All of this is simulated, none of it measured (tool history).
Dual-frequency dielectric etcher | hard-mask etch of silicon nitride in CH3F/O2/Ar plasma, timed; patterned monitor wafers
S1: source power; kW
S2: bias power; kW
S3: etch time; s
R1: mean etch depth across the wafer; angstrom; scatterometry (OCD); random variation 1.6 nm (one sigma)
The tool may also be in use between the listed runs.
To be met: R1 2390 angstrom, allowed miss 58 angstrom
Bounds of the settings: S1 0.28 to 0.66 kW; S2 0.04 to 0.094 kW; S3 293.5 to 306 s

{"run": 1, "hour": 0.0, "S1": 0.47, "S2": 0.067, "S3": 293.5, "R1": 2066.1}
{"run": 2, "hour": 6.3, "S1": 0.47, "S2": 0.067, "S3": 293.5, "R1": 2069}
{"run": 3, "hour": 9.6, "S1": 0.39, "S2": 0.067, "S3": 293.5, "R1": 1985}
{"run": 4, "hour": 15.8, "S1": 0.39, "S2": 0.067, "S3": 306, "R1": 2044.2}
{"run": 5, "hour": 17.9, "S1": 0.39, "S2": 0.062, "S3": 306, "R1": 2023}
{"run": 6, "hour": 21.2, "S1": 0.44, "S2": 0.065, "S3": 306, "R1": 2102.1}
{"run": 7, "hour": 29.6, "S1": 0.48, "S2": 0.068, "S3": 306, "R1": 2171.3}
{"run": 8, "hour": 31.6, "S1": 0.51, "S2": 0.071, "S3": 306, "R1": 2242.3}
{"run": 9, "hour": 35.6, "S1": 0.53, "S2": 0.073, "S3": 306, "R1": 2310.9}
{"run": 10, "hour": 36.6, "S1": 0.54, "S2": 0.074, "S3": 306, "R1": 2269.6}
{"run": 11, "hour": 45.3, "S1": 0.54, "S2": 0.074, "S3": 306, "R1": 2299.9}
{"run": 12, "hour": 49.5, "S1": 0.55, "S2": 0.075, "S3": 306, "R1": 2320.4}

Which of these 5 next moves meets every target?
{"run": "A", "hour": 53.7, "S1": 0.58, "S2": 0.063, "S3": 303.5, "R1": "?"}
{"run": "B", "hour": 53.7, "S1": 0.63, "S2": 0.084, "S3": 293.5, "R1": "?"}
{"run": "C", "hour": 53.7, "S1": 0.53, "S2": 0.073, "S3": 306, "R1": "?"}
{"run": "D", "hour": 53.7, "S1": 0.48, "S2": 0.078, "S3": 303.5, "R1": "?"}
{"run": "E", "hour": 53.7, "S1": 0.53, "S2": 0.075, "S3": 298.5, "R1": "?"}

move=A R1=2230.6
move=B R1=2425
move=C R1=2305.4
move=D R1=2281.3
move=E R1=2269.3
A: further off than the last run
B: meets every target
C: further off than the last run
D: further off than the last run
E: further off than the last run
Move B is the one to make.
